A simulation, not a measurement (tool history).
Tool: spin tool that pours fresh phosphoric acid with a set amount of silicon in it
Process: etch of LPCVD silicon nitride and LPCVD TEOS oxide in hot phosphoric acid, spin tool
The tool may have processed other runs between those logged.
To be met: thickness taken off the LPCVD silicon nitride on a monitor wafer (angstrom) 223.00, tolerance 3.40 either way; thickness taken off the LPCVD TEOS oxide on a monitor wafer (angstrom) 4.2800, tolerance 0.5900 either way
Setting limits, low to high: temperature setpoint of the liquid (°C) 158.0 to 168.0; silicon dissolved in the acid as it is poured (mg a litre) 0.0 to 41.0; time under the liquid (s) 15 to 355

| run | day | temperature setpoint of the liquid (°C) | silicon dissolved in the acid as it is poured (mg a litre) | time under the liquid (s) | thickness taken off the LPCVD silicon nitride on a monitor wafer (angstrom) | thickness taken off the LPCVD TEOS oxide on a monitor wafer (angstrom) |
|---|---|---|---|---|---|---|
| 1 | 0.000 | 163.0 | 18.0 | 180 | 185.67 | 5.8040 |
| 2 | 0.271 | 163.5 | 22.0 | 180 | 188.92 | 5.5806 |
| 3 | 0.300 | 163.5 | 12.5 | 180 | 189.22 | 6.6950 |
| 4 | 0.429 | 163.5 | 12.5 | 245 | 257.64 | 9.1581 |
| 5 | 0.654 | 162.5 | 16.0 | 245 | 248.85 | 8.4069 |
| 6 | 0.967 | 162.5 | 8.0 | 245 | 247.41 | 10.7090 |
| 7 | 1.158 | 162.0 | 13.0 | 245 | 244.55 | 8.3428 |
| 8 | 1.288 | 161.5 | 16.0 | 245 | 241.14 | 7.3231 |
| 9 | 1.446 | 161.0 | 18.0 | 245 | 235.95 | 6.6562 |
| 10 | 1.667 | 160.5 | 20.0 | 245 | 233.22 | 6.4596 |
| 11 | 1.729 | 160.5 | 22.0 | 245 | 232.11 | 6.4063 |
| 12 | 1.854 | 160.5 | 25.0 | 245 | 231.54 | 5.0799 |
| 13 | 2.046 | 160.5 | 25.5 | 245 | 233.04 | 5.3614 |
| 14 | 2.354 | 160.5 | 26.5 | 245 | 233.01 | 5.2451 |
| 15 | 2.496 | 160.5 | 26.5 | 245 | 232.71 | 4.7681 |
| 16 | 2.762 | 160.0 | 27.5 | 245 | 228.91 | 4.7882 |
| 17 | 2.933 | 160.0 | 28.0 | 245 | 229.84 | 4.6853 |

Consider the 4 candidate settings below. Which is the only one whose results all fall within their allowed miss of target?
| A | 3.104 | 162.0 | 33.0 | 225 | ? | ? |
| B | 3.104 | 159.0 | 29.5 | 255 | ? | ? |
| C | 3.104 | 161.0 | 36.0 | 245 | ? | ? |
| D | 3.104 | 159.5 | 30.0 | 250 | ? | ? |

| move | thickness taken off the LPCVD silicon nitride on a monitor wafer (angstrom) | thickness taken off the LPCVD TEOS oxide on a monitor wafer (angstrom) |
|---|---|---|
| A | 224.52 | 4.1063 |
| B | 230.12 | 4.3212 |
| C | 236.46 | 3.5876 |
| D | 229.44 | 4.3107 |
A: all results land within tolerance of their targets
B: about the same distance from the targets as the last run
C: moves away from the targets compared with the last run
D: moves toward the targets from the last run without getting all of them in spec
Go with A: it meets all targets.
